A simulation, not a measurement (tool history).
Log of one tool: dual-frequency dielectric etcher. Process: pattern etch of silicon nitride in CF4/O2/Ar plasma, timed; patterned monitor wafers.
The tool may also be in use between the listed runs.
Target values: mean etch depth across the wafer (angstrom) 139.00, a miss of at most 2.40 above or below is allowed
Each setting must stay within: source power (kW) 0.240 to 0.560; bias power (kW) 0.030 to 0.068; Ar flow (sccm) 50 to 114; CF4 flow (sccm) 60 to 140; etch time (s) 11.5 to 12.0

run  hour  source power (kW)  bias power (kW)  Ar flow (sccm)  CF4 flow (sccm)  etch time (s)  mean etch depth across the wafer (angstrom)
  1   0.0              0.400            0.049              82              100           12.0                                       178.30
  2   5.4              0.400            0.049              73              100           12.0                                       182.35
  3   8.4              0.400            0.049              62              100           12.0                                       183.81
  4  12.8              0.350            0.049              62              100           12.0                                       165.70
  5  15.4              0.330            0.049              62              100           12.0                                       157.03
  6  18.4              0.310            0.049              62              100           12.0                                       149.42
  7  26.2              0.300            0.049              62              100           12.0                                       145.94
  8  34.4              0.290            0.049              62              100           12.0                                       141.88

Next run, 4 choices. One meets every target within its allowed miss, the rest don't. Which?
  A  42.6              0.300            0.054              73               98           12.0                                            ?
  B  42.6              0.310            0.042              58              107           12.0                                            ?
  C  42.6              0.300            0.051              73              103           12.0                                            ?
  D  42.6              0.270            0.057              56              121           11.5                                            ?

move  mean etch depth across the wafer (angstrom)
   A                                       146.84
   B                                       144.51
   C                                       145.11
   D                                       138.32
A: moves away from the targets compared with the last run
B: moves away from the targets compared with the last run
C: moves away from the targets compared with the last run
D: meets every target
D is the move that brings every result within its allowed miss.
